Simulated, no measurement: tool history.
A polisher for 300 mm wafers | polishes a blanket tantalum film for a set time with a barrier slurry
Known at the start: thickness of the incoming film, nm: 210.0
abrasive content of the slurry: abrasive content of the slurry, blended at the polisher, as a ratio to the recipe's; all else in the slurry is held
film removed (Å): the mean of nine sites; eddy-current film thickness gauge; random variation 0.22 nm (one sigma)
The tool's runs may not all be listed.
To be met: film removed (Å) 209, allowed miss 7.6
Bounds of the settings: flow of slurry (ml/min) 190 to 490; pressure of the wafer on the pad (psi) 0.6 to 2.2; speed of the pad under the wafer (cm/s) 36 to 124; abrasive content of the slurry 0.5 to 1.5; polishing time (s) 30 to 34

run	hour	flow of slurry (ml/min)	pressure of the wafer on the pad (psi)	speed of the pad under the wafer (cm/s)	abrasive content of the slurry	polishing time (s)	film removed (Å)
1	0	315	1.4	80	1	34	351.08
2	3.4	315	1.4	80	1	30	311.38
3	11.2	315	1.4	80	1	34	343.87
4	13.4	315	1.4	70	1	34	319
5	17.2	315	1.3	70	1	34	297.94
6	25.7	315	1.2	70	1	34	275.32
7	30.9	315	1.1	70	1	34	255.16
8	34.3	315	1	70	1	34	229.71

5 next moves are on the table. One of them brings every result within its allowed miss. Which?
A	37.7	320	1.1	64	1	33	?
B	37.7	280	1	60	1	32	?
C	37.7	325	1	72	0.9	34	?
D	37.7	320	1.1	66	1	32	?
E	37.7	285	1	68	1	32	?

move	film removed (Å)
A	234.94
B	197.33
C	231.11
D	232.49
E	214.51
A: further off than the last run
B: takes the result that was furthest off past its target
C: further off than the last run
D: further off than the last run
E: meets every target
The right move is E.
